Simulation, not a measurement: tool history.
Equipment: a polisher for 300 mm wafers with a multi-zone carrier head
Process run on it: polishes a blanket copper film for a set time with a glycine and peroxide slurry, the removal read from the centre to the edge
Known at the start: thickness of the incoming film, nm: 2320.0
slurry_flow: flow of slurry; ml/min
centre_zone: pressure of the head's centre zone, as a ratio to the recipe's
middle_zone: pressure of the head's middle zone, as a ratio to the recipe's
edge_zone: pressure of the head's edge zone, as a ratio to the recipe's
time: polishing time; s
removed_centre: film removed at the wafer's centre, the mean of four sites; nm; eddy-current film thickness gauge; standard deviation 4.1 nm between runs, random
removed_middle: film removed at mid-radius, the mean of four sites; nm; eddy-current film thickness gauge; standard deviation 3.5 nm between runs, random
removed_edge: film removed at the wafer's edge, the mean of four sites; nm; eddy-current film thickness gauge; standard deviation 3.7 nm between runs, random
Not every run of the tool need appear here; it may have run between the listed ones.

Run 1, hour 0: slurry_flow 300 ml/min, centre_zone 1, middle_zone 1, edge_zone 1, time 44 s. Result: removed_centre 222.18 nm, removed_middle 223.87 nm, removed_edge 229.59 nm.
Run 2, hour 8.9: slurry_flow 300 ml/min, centre_zone 1, middle_zone 0.96, edge_zone 1, time 44 s. Result: removed_centre 221.2 nm, removed_middle 217.46 nm, removed_edge 237.1 nm.
Run 3, hour 13.8: slurry_flow 335 ml/min, centre_zone 1, middle_zone 0.96, edge_zone 1, time 44 s. Result: removed_centre 224.17 nm, removed_middle 222.97 nm, removed_edge 236.39 nm.
Run 4, hour 21.9: slurry_flow 335 ml/min, centre_zone 1, middle_zone 0.96, edge_zone 0.92, time 44 s. Result: removed_centre 224.89 nm, removed_middle 218.04 nm, removed_edge 222.73 nm.
Run 5, hour 30.1: slurry_flow 335 ml/min, centre_zone 1, middle_zone 0.96, edge_zone 0.92, time 50 s. Result: removed_centre 260.36 nm, removed_middle 252.33 nm, removed_edge 257.87 nm.
Run 6, hour 36.6: slurry_flow 335 ml/min, centre_zone 1, middle_zone 0.95, edge_zone 0.96, time 51 s. Result: removed_centre 254.74 nm, removed_middle 253.51 nm, removed_edge 271.71 nm.
Run 7, hour 37.8: slurry_flow 335 ml/min, centre_zone 1, middle_zone 0.95, edge_zone 0.96, time 51 s. Result: removed_centre 262.25 nm, removed_middle 259.63 nm, removed_edge 263.3 nm.

Run 8 comes next. What will it give?
Run 8, hour 44.8: slurry_flow 315 ml/min, centre_zone 1, middle_zone 0.92, edge_zone 1, time 52 s. Result: removed_centre ?, removed_middle ?, removed_edge ?.

Run 8 came out at removed_centre 268.93 nm, removed_middle 249.79 nm, removed_edge 275.35 nm.
